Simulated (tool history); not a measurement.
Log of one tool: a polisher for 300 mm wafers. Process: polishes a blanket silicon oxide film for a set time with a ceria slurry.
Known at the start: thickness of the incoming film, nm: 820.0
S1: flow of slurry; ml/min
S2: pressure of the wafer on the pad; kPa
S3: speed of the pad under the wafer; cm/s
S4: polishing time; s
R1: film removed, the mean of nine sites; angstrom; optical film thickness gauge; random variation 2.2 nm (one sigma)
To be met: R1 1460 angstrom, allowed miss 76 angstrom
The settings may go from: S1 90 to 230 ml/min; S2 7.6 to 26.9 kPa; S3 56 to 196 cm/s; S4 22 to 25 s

run  hour   S1    S2   S3  S4      R1
  1     0  150  17.2  126  25  890.61
  2   6.1  150  17.2  126  22  759.09
  3   8.5  150  18.6  128  22  825.81
  4  10.1  150  19.3  132  22  894.65
  5  15.4  175  19.3  132  22  891.49
  6  17.8  175  15.9  132  22  756.09
  7  18.4  175  20.7  150  22  1074.9
     20.9  -- worn pad replaced by a new one
  8  20.9  175  21.4  150  22  1222.3
  9  25.9  175  22.8  150  22  1279.6
 10  30.1  175  24.1  150  22  1374.4

Which of these 5 next moves meets every target?
  A  34.3  170  24.1  150  24   ?
  B  34.3  145  25.5  126  22   ?
  C  34.3  180  22.1  140  24   ?
  D  34.3  180  22.8  132  25   ?
  E  34.3  205  24.8  132  22   ?

move      R1
   A  1459.2
   B  1164.6
   C  1259.8
   D  1277.1
   E  1244.1
A: meets every target
B: further off than the last run
C: further off than the last run
D: further off than the last run
E: further off than the last run
Move A is the one to make.

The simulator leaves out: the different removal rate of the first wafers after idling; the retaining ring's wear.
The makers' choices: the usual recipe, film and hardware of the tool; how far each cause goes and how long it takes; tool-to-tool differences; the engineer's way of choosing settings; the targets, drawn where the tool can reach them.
